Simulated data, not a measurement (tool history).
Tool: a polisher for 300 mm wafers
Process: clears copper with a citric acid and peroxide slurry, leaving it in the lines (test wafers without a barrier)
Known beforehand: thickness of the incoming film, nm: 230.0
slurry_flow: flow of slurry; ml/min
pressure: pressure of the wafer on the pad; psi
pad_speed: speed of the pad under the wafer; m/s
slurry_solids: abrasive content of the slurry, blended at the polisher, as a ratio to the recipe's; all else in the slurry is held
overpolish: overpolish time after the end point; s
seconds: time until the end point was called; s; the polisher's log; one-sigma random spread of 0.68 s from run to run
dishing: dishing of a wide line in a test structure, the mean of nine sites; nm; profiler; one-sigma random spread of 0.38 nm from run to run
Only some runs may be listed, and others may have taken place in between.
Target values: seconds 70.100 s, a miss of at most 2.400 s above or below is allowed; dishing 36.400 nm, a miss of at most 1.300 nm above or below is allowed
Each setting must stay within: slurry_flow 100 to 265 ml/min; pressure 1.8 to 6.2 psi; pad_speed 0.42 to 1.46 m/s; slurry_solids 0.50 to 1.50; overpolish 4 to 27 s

{"run": 1, "day": 0.0, "slurry_flow": 170, "pressure": 4.0, "pad_speed": 0.94, "slurry_solids": 1.0, "overpolish": 14, "seconds": 86.643, "dishing": 25.255}
{"run": 2, "day": 0.029, "slurry_flow": 170, "pressure": 4.3, "pad_speed": 0.94, "slurry_solids": 1.0, "overpolish": 15, "seconds": 80.201, "dishing": 29.464}
{"run": 3, "day": 0.354, "slurry_flow": 170, "pressure": 4.3, "pad_speed": 0.94, "slurry_solids": 1.0, "overpolish": 18, "seconds": 79.865, "dishing": 34.141}
{"run": 4, "day": 0.542, "slurry_flow": 180, "pressure": 4.4, "pad_speed": 0.94, "slurry_solids": 1.0, "overpolish": 18, "seconds": 76.492, "dishing": 34.925}
{"run": 5, "day": 0.858, "slurry_flow": 180, "pressure": 4.4, "pad_speed": 0.94, "slurry_solids": 1.0, "overpolish": 13, "seconds": 78.448, "dishing": 25.862}
{"run": 6, "day": 0.958, "slurry_flow": 180, "pressure": 4.9, "pad_speed": 0.94, "slurry_solids": 1.0, "overpolish": 13, "seconds": 70.982, "dishing": 28.958}
{"run": 7, "day": 1.096, "slurry_flow": 165, "pressure": 5.0, "pad_speed": 0.94, "slurry_solids": 1.0, "overpolish": 14, "seconds": 69.581, "dishing": 30.592}
{"run": 8, "day": 1.329, "slurry_flow": 165, "pressure": 5.0, "pad_speed": 0.94, "slurry_solids": 1.0, "overpolish": 15, "seconds": 68.745, "dishing": 33.141}

Consider the 4 candidate settings below. Which is the only one whose results all fall within their allowed miss of target?
{"run": "A", "day": 1.562, "slurry_flow": 230, "pressure": 4.9, "pad_speed": 0.82, "slurry_solids": 1.15, "overpolish": 13, "seconds": "?", "dishing": "?"}
{"run": "B", "day": 1.562, "slurry_flow": 150, "pressure": 5.2, "pad_speed": 0.94, "slurry_solids": 0.85, "overpolish": 17, "seconds": "?", "dishing": "?"}
{"run": "C", "day": 1.562, "slurry_flow": 150, "pressure": 5.0, "pad_speed": 0.96, "slurry_solids": 0.8, "overpolish": 14, "seconds": "?", "dishing": "?"}
{"run": "D", "day": 1.562, "slurry_flow": 185, "pressure": 4.4, "pad_speed": 0.98, "slurry_solids": 1.0, "overpolish": 16, "seconds": "?", "dishing": "?"}

move=A seconds=73.486 dishing=27.737
move=B seconds=70.781 dishing=36.554
move=C seconds=73.486 dishing=29.680
move=D seconds=75.508 dishing=32.500
A: lands further from the targets than the last run did
B: all results land within tolerance of their targets
C: lands further from the targets than the last run did
D: lands further from the targets than the last run did
Answer: B

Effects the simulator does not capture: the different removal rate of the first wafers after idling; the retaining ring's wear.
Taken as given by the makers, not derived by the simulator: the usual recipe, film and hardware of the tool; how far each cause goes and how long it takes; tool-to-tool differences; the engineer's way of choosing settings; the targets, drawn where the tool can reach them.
